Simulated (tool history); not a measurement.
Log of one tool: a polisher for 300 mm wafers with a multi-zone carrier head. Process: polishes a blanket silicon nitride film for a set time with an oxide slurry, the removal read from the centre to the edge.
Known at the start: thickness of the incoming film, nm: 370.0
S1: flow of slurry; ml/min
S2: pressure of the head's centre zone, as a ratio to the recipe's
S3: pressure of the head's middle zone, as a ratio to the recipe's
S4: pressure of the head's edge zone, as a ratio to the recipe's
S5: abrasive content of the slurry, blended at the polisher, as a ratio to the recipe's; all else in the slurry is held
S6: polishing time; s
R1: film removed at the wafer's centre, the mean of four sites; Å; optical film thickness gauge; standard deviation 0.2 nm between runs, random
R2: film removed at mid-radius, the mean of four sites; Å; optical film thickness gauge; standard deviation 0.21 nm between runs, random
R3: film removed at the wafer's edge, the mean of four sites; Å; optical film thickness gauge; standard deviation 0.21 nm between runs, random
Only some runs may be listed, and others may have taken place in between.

run,hour,S1,S2,S3,S4,S5,S6,R1,R2,R3
1,0,220,1,1,1,1,70,304.94,314.01,309.23
2,4.7,210,0.99,0.95,0.99,0.85,70,282.67,281.22,295.14
3,12.7,210,0.99,0.95,0.99,0.85,59,240.38,240.33,244.25
4,18.4,210,0.99,0.91,0.99,0.85,59,242.62,225.43,250.07
5,24.1,210,0.99,0.91,0.99,0.85,52,212.49,198.61,216.29
6,25.6,210,0.99,0.91,0.99,0.85,38,153.57,148.91,159.91
7,26.6,215,1,0.91,1.03,1.05,39,170.53,159.82,177.47
8,31.4,235,1.02,0.98,1.13,1.3,43,210.37,203.9,219.4
9,37.4,240,1.02,0.97,1.15,1.35,43,211.16,204.64,220.31

What does the tool deliver on the next run?
10,39.4,235,1.02,0.95,1.16,1.4,43,?,?,?

{"run 10": {"R1": 209.4, "R2": 203.98, "R3": 222.58}}
